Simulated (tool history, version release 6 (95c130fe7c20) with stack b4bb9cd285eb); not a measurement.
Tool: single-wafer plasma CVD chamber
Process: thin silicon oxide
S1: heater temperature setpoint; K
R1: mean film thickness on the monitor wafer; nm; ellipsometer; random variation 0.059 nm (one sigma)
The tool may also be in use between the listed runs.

run 1 hour=0.0 | S1=653.15 chamber_pressure_(Torr)=0.897 RF_power_(kW)=0.225 deposition_time_(s)=9.02 | R1=14.394
run 2 hour=3.1 | S1=653.15 chamber_pressure_(Torr)=0.880 RF_power_(kW)=0.225 deposition_time_(s)=9.02 | R1=14.345
run 3 hour=5.3 | S1=653.15 chamber_pressure_(Torr)=0.862 RF_power_(kW)=0.225 deposition_time_(s)=9.02 | R1=13.933
run 4 hour=9.7 | S1=653.15 chamber_pressure_(Torr)=0.862 RF_power_(kW)=0.225 deposition_time_(s)=9.02 | R1=13.972
run 5 hour=17.3 | S1=659.15 chamber_pressure_(Torr)=0.862 RF_power_(kW)=0.225 deposition_time_(s)=9.02 | R1=13.994
run 6 hour=22.7 | S1=659.15 chamber_pressure_(Torr)=0.848 RF_power_(kW)=0.225 deposition_time_(s)=9.02 | R1=13.718

The next listed run, before its measurement:
run 7 hour=31.3 | S1=659.15 chamber_pressure_(Torr)=0.836 RF_power_(kW)=0.225 deposition_time_(s)=9.02 | R1=?

R1: 13.645 nm
